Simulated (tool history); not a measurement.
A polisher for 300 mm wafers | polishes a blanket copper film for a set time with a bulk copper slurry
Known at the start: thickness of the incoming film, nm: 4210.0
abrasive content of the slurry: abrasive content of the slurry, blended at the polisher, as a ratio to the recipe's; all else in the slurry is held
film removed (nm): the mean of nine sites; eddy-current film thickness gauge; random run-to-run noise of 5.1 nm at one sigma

run  hour  flow of slurry (ml/min)  pressure of the wafer on the pad (psi)  speed of the pad under the wafer (cm/s)  abrasive content of the slurry  polishing time (s)  film removed (nm)
  1     0                      255                                     1.9                                      114                               1                 115             972.31
  2   6.8                      255                                     2.2                                      114                               1                 115             1088.5
  3   8.8                      255                                     1.8                                      112                               1                 115             879.23
  4  15.2                      255                                     1.8                                      134                               1                 115             1033.2
  5  20.1                      255                                     1.8                                      134                            0.85                 115             1031.6
  6  28.2                      255                                     1.8                                      108                            0.85                 115             845.67
  7  35.3                      255                                     1.6                                      108                            0.85                 115             757.75
  8  36.4                      255                                     1.5                                      108                            0.85                 115             712.88
  9  44.3                      255                                     1.4                                      108                            0.85                 115             686.01

Estimate the outcome of run 10 from the log above:
 10  46.6                      255                                     1.3                                      108                            0.85                 115                  ?

{"run 10": {"film removed (nm)": 623.88}}
